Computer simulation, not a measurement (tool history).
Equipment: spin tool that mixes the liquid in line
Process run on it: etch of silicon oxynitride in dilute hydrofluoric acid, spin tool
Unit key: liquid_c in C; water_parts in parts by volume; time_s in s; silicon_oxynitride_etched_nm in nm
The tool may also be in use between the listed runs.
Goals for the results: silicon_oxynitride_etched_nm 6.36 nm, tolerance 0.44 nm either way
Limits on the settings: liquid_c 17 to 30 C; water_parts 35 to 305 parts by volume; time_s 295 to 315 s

run	hour	liquid_c	water_parts	time_s	silicon_oxynitride_etched_nm
1	0	22	170	295	3.788
2	0.6	24	155	295	4.5309
3	2.2	25	145	295	5.0475
4	6	25	105	295	7.3149
5	12.7	27	105	295	7.8088
6	15.5	27	65	295	13.179
7	23.5	25	80	295	9.8796
8	28.7	21	90	295	7.2821
9	37	20.5	90	295	7.2118

Consider the 5 candidate settings below. Which is the only one whose results all fall within their allowed miss of target?
A	45.3	20	100	305	?
B	45.3	20	75	300	?
C	45.3	21	80	315	?
D	45.3	19.5	75	305	?
E	45.3	20.5	90	315	?

move	silicon_oxynitride_etched_nm
A	6.2083
B	8.3043
C	8.5456
D	8.2392
E	7.3555
A: every result lands within tolerance
B: the biggest miss grows against the last run
C: the biggest miss grows against the last run
D: the biggest miss grows against the last run
E: the biggest miss grows against the last run
Correct choice: A, which meets every target
